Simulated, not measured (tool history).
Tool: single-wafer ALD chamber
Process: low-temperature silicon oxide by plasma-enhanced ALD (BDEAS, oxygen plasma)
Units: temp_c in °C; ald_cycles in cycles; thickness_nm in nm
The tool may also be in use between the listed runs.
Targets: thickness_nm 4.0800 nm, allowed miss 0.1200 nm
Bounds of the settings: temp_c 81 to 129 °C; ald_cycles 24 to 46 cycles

run	hour	temp_c	ald_cycles	thickness_nm
1	0.0	105	35	4.8861
2	7.3	105	38	5.2896
3	9.0	116	38	5.2151
4	14.3	121	38	5.1740
5	16.0	114	38	5.2082
6	18.3	114	37	5.0774
7	20.1	114	36	4.9299
8	23.8	114	35	4.8048

Which of these 4 next moves meets every target?
A	27.5	111	43	?
B	27.5	115	39	?
C	27.5	107	29	?
D	27.5	106	39	?

move	thickness_nm
A	5.9217
B	5.3340
C	4.0211
D	5.4169
A: further off than the last run
B: further off than the last run
C: meets every target
D: further off than the last run
The right move is C.
